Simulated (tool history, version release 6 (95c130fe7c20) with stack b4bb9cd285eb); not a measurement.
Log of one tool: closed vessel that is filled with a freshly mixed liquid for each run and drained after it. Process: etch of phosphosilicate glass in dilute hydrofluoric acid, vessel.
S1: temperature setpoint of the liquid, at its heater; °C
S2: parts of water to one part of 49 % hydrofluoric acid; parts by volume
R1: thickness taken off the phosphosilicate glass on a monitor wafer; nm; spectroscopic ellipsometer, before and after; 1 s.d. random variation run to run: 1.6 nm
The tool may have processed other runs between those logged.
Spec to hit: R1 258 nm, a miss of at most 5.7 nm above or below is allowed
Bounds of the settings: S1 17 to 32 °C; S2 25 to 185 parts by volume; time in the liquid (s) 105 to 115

{"run": 1, "day": 0.0, "S1": 24, "S2": 105, "time in the liquid (s)": 105, "R1": 93.321}
{"run": 2, "day": 0.333, "S1": 24, "S2": 105, "time in the liquid (s)": 105, "R1": 93.003}
{"run": 3, "day": 0.642, "S1": 26.5, "S2": 85, "time in the liquid (s)": 105, "R1": 130.28}
{"run": 4, "day": 0.708, "S1": 26.5, "S2": 85, "time in the liquid (s)": 115, "R1": 143.04}
{"run": 5, "day": 0.783, "S1": 28, "S2": 75, "time in the liquid (s)": 115, "R1": 171.81}
{"run": 6, "day": 1.133, "S1": 25, "S2": 75, "time in the liquid (s)": 115, "R1": 154.84}
{"run": 7, "day": 1.279, "S1": 27, "S2": 70, "time in the liquid (s)": 115, "R1": 179.04}
{"run": 8, "day": 1.646, "S1": 27, "S2": 70, "time in the liquid (s)": 115, "R1": 177.1}
{"run": 9, "day": 1.962, "S1": 28.5, "S2": 65, "time in the liquid (s)": 115, "R1": 205.86}
{"run": 10, "day": 2.167, "S1": 29.5, "S2": 65, "time in the liquid (s)": 115, "R1": 213.85}
{"run": 11, "day": 2.362, "S1": 32, "S2": 55, "time in the liquid (s)": 115, "R1": 281.35}
{"run": 12, "day": 2.496, "S1": 31.5, "S2": 55, "time in the liquid (s)": 115, "R1": 281.36}
{"day": 2.838, "done": "thermometer replaced"}
{"run": 13, "day": 2.838, "S1": 31, "S2": 55, "time in the liquid (s)": 115, "R1": 290.24}
{"run": 14, "day": 3.192, "S1": 31, "S2": 55, "time in the liquid (s)": 115, "R1": 292.31}
{"run": 15, "day": 3.4, "S1": 30.5, "S2": 55, "time in the liquid (s)": 115, "R1": 284.63}
{"run": 16, "day": 3.45, "S1": 30, "S2": 55, "time in the liquid (s)": 115, "R1": 278.39}
{"run": 17, "day": 3.758, "S1": 29.5, "S2": 55, "time in the liquid (s)": 115, "R1": 271.93}
{"run": 18, "day": 3.875, "S1": 29, "S2": 55, "time in the liquid (s)": 115, "R1": 269.83}

Exactly one of the 5 candidate moves below puts every result within its allowed miss. Which one?
{"run": "A", "day": 3.992, "S1": 31.5, "S2": 60, "time in the liquid (s)": 105, "R1": "?"}
{"run": "B", "day": 3.992, "S1": 30.5, "S2": 60, "time in the liquid (s)": 110, "R1": "?"}
{"run": "C", "day": 3.992, "S1": 26.5, "S2": 45, "time in the liquid (s)": 115, "R1": "?"}
{"run": "D", "day": 3.992, "S1": 32, "S2": 65, "time in the liquid (s)": 115, "R1": "?"}
{"run": "E", "day": 3.992, "S1": 30.5, "S2": 55, "time in the liquid (s)": 105, "R1": "?"}

move=A R1=242.72
move=B R1=244.67
move=C R1=297.58
move=D R1=248.17
move=E R1=256.74
A: takes the biggest miss from the last run beyond its target
B: takes the biggest miss from the last run beyond its target
C: misses by more than the last run did
D: takes the biggest miss from the last run beyond its target
E: all results in spec
The right move is E.

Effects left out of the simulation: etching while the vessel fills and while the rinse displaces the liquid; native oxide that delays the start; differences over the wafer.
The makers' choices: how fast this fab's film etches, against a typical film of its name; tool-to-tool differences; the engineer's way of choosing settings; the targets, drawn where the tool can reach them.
